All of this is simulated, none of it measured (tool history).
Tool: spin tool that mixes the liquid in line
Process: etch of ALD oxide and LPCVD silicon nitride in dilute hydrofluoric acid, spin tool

run,day,temperature setpoint of the liquid (°C),parts of water to one part of 49 % hydrofluoric acid (parts by volume),time under the liquid (s),thickness taken off the ALD oxide on a monitor wafer (angstrom),thickness taken off the LPCVD silicon nitride on a monitor wafer (angstrom)
1,0,24,145,135,81.564,4.266
2,0.058,20.5,145,135,71.075,3.7096
3,0.233,20.5,145,95,49.915,2.3362
4,0.417,21,145,95,51.554,2.4736
5,0.608,21,145,65,34.676,1.7499
6,0.862,21,145,90,47.805,2.1427

Run 7, settings as shown, results not yet in. Your forecast:
7,1.179,22.5,145,90,?,?

{"run 7": {"thickness taken off the ALD oxide on a monitor wafer (angstrom)": 51.303, "thickness taken off the LPCVD silicon nitride on a monitor wafer (angstrom)": 2.547}}
